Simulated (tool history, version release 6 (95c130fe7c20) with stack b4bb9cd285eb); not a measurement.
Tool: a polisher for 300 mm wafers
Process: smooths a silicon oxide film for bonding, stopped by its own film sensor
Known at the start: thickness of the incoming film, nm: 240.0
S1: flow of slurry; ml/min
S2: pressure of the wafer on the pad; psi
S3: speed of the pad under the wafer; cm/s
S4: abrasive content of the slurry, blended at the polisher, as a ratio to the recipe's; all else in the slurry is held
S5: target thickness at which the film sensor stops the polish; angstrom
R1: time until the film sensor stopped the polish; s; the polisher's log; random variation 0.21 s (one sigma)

| run | day | S1 | S2 | S3 | S4 | S5 | R1 |
|---|---|---|---|---|---|---|---|
| 1 | 0 | 165 | 2.2 | 96 | 1 | 2180 | 30.929 |
| 2 | 0.071 | 165 | 2.2 | 96 | 0.9 | 2180 | 32.452 |
| 3 | 0.133 | 165 | 2.2 | 110 | 0.9 | 2180 | 29.529 |
| 4 | 0.433 | 165 | 2.2 | 110 | 0.9 | 2210 | 24.65 |
| 5 | 0.642 | 180 | 2.2 | 110 | 0.9 | 2210 | 24.656 |
| 6 | 0.992 | 180 | 2.2 | 110 | 1 | 2210 | 23.964 |
| 7 | 1.258 | 185 | 2.5 | 112 | 1 | 2210 | 21.042 |
| 8 | 1.4 | 185 | 2.8 | 114 | 1 | 2210 | 17.925 |
| 9 | 1.696 | 185 | 2.9 | 114 | 1 | 2210 | 17.191 |

Run 10 comes next. What will it give?
| 10 | 1.838 | 185 | 3 | 114 | 1 | 2210 | ? |

{"run 10": {"R1": 17.228}}
